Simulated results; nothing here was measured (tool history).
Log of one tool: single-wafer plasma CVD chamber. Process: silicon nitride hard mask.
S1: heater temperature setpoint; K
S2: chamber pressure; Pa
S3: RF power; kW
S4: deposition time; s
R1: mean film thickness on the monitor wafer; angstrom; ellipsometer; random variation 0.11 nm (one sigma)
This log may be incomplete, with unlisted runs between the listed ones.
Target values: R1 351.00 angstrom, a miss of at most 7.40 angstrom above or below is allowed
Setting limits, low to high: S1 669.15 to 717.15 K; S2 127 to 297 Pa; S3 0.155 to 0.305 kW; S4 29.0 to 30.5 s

Run 1, day 0.000: S1 693.15 K, S2 212 Pa, S3 0.230 kW, S4 30.5 s. Result: R1 311.22 angstrom.
Run 2, day 0.258: S1 693.15 K, S2 219 Pa, S3 0.230 kW, S4 30.5 s. Result: R1 314.03 angstrom.
Run 3, day 0.496: S1 693.15 K, S2 224 Pa, S3 0.230 kW, S4 30.5 s. Result: R1 314.98 angstrom.
Run 4, day 0.779: S1 697.15 K, S2 224 Pa, S3 0.230 kW, S4 30.5 s. Result: R1 316.86 angstrom.
At day 1.067: thermocouple changed; heater temperature recalibrated.
Run 5, day 1.067: S1 687.15 K, S2 224 Pa, S3 0.230 kW, S4 30.5 s. Result: R1 316.90 angstrom.
Run 6, day 1.171: S1 687.15 K, S2 229 Pa, S3 0.230 kW, S4 30.5 s. Result: R1 318.99 angstrom.
Run 7, day 1.233: S1 687.15 K, S2 235 Pa, S3 0.230 kW, S4 30.5 s. Result: R1 321.59 angstrom.
Run 8, day 1.338: S1 687.15 K, S2 239 Pa, S3 0.230 kW, S4 30.5 s. Result: R1 323.82 angstrom.
Run 9, day 1.625: S1 687.15 K, S2 243 Pa, S3 0.230 kW, S4 30.5 s. Result: R1 324.14 angstrom.
Run 10, day 1.733: S1 687.15 K, S2 247 Pa, S3 0.230 kW, S4 30.5 s. Result: R1 326.65 angstrom.

Consider the 5 candidate settings below. Which is the only one whose results all fall within their allowed miss of target?
Run A, day 1.842: S1 684.15 K, S2 184 Pa, S3 0.275 kW, S4 30.3 s. Result: R1 ?.
Run B, day 1.842: S1 695.15 K, S2 276 Pa, S3 0.210 kW, S4 30.2 s. Result: R1 ?.
Run C, day 1.842: S1 698.15 K, S2 288 Pa, S3 0.245 kW, S4 30.5 s. Result: R1 ?.
Run D, day 1.842: S1 690.15 K, S2 236 Pa, S3 0.215 kW, S4 29.0 s. Result: R1 ?.
Run E, day 1.842: S1 695.15 K, S2 216 Pa, S3 0.235 kW, S4 29.5 s. Result: R1 ?.

move      R1
   A  335.38
   B  312.54
   C  349.30
   D  293.81
   E  308.06
A: moves toward the targets from the last run without getting all of them in spec
B: moves away from the targets compared with the last run
C: all results land within tolerance of their targets
D: moves away from the targets compared with the last run
E: moves away from the targets compared with the last run
The right move is C.
